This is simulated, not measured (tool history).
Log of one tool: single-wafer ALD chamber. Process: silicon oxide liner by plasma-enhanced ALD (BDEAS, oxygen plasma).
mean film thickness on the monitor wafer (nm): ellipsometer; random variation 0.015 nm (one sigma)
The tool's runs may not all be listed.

run  hour  heater temperature setpoint (K)  number of ALD cycles (cycles)  mean film thickness on the monitor wafer (nm)
  1   0.0                           593.15                             81                                         7.3991
  2   8.6                           586.15                             81                                         7.4831
  3  16.3                           586.15                             79                                         7.2885
  4  20.9                           591.15                             79                                         7.2377
     27.7  -- thermocouple changed; heater temperature recalibrated
  5  27.7                           591.15                             74                                         6.6836
  6  36.2                           591.15                             73                                         6.6119
  7  37.2                           591.15                             72                                         6.5455

Forecast run 8:
  8  42.9                           591.15                             71                                              ?

mean film thickness on the monitor wafer (nm): 6.4346
